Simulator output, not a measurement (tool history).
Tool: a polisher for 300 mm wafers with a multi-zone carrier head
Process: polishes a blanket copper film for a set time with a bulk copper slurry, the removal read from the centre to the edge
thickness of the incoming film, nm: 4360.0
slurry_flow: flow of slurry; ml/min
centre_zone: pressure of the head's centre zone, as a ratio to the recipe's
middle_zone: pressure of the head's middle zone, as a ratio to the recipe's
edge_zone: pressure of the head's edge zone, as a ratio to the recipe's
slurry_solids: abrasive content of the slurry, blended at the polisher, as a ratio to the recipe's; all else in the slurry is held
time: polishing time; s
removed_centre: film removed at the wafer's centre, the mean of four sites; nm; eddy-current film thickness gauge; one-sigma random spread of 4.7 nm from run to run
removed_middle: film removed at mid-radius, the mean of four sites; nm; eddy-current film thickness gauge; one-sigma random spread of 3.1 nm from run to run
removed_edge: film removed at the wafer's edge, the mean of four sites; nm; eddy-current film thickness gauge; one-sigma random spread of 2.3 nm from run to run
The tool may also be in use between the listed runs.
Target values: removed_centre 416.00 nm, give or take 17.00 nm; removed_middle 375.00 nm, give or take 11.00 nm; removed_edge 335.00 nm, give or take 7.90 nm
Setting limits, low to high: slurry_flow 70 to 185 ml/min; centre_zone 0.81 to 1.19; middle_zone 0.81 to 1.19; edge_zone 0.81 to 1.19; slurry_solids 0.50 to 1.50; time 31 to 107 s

run,hour,slurry_flow,centre_zone,middle_zone,edge_zone,slurry_solids,time,removed_centre,removed_middle,removed_edge
1,0.0,120,1.00,1.00,1.00,1.00,69,511.70,525.15,529.64
2,7.6,120,1.00,1.08,1.00,1.00,69,515.62,555.34,535.92
3,14.5,120,1.03,1.08,0.97,0.90,66,483.97,515.06,488.65
4,19.6,120,1.03,1.00,0.97,0.90,66,492.23,496.32,487.65
5,20.8,115,1.06,0.99,0.94,0.85,64,478.48,460.37,454.19
6,28.4,100,1.06,0.99,0.94,0.85,64,449.75,437.44,441.48
7,31.8,100,1.08,1.00,0.92,0.80,62,445.09,423.21,420.68
8,39.6,100,1.10,1.02,0.90,0.75,61,432.83,414.31,402.43
9,48.0,105,1.12,1.03,0.88,0.70,60,430.87,406.77,383.08
10,55.5,105,1.13,1.03,0.87,0.65,60,425.89,401.61,379.00
# hour 61.9: slurry nozzle cleaned
11,61.9,105,1.14,1.03,0.86,0.60,59,465.46,425.75,391.69
12,65.8,100,1.15,1.04,0.85,0.60,58,459.36,417.55,373.70

5 next moves are on the table. One of them brings every result within its allowed miss. Which?
A,69.7,105,1.10,1.15,0.87,0.60,60,?,?,?
B,69.7,75,1.19,0.81,0.98,0.60,66,?,?,?
C,69.7,105,1.12,0.96,0.85,0.70,63,?,?,?
D,69.7,95,1.06,0.97,0.93,0.65,57,?,?,?
E,69.7,100,1.17,1.04,0.85,0.65,51,?,?,?

move,removed_centre,removed_middle,removed_edge
A,459.96,463.96,393.46
B,489.98,369.21,431.40
C,511.83,449.39,426.77
D,417.19,391.42,387.74
E,418.84,371.52,335.72
A: moves away from the targets compared with the last run
B: moves away from the targets compared with the last run
C: moves away from the targets compared with the last run
D: moves away from the targets compared with the last run
E: in spec on every target
Correct choice: E, which meets every target
